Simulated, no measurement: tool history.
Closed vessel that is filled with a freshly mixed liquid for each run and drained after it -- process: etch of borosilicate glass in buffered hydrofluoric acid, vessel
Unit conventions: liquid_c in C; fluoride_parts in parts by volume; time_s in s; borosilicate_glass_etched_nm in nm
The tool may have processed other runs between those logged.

run  hour  liquid_c  fluoride_parts  time_s  borosilicate_glass_etched_nm
  1   0.0      24.0            22.0      35                        19.596
  2   7.5      22.5            22.0      35                        18.432
  3  16.7      21.0            22.0      35                        16.766
  4  23.2      20.5            22.0      35                        16.277
  5  27.2      20.0            22.0      35                        15.915
  6  30.8      20.0            16.5      35                        20.361
  7  37.6      19.0            17.5      35                        17.493

Run 8 has not been measured yet. What should we expect?
  8  43.0      18.5            18.0      35                             ?

{"run 8": {"borosilicate_glass_etched_nm": 17.019}}
